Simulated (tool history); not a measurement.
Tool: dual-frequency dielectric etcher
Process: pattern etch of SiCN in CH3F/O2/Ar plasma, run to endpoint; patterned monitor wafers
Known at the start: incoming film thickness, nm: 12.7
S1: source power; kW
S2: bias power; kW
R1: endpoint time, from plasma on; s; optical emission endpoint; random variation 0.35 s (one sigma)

Run 1, day 0.000: S1 0.310 kW, S2 0.085 kW. Result: R1 36.300 s.
Run 2, day 0.146: S1 0.300 kW, S2 0.084 kW. Result: R1 37.521 s.
Run 3, day 0.275: S1 0.350 kW, S2 0.084 kW. Result: R1 35.488 s.
Run 4, day 0.379: S1 0.340 kW, S2 0.082 kW. Result: R1 36.541 s.
Run 5, day 0.508: S1 0.330 kW, S2 0.081 kW. Result: R1 37.071 s.
Run 6, day 0.562: S1 0.380 kW, S2 0.081 kW. Result: R1 35.771 s.
Run 7, day 0.833: S1 0.380 kW, S2 0.081 kW. Result: R1 35.476 s.
Run 8, day 1.062: S1 0.370 kW, S2 0.079 kW. Result: R1 36.569 s.

Run 9 comes next. What will it give?
Run 9, day 1.412: S1 0.310 kW, S2 0.072 kW. Result: R1 ?.

{"run 9": {"R1": 39.522}}
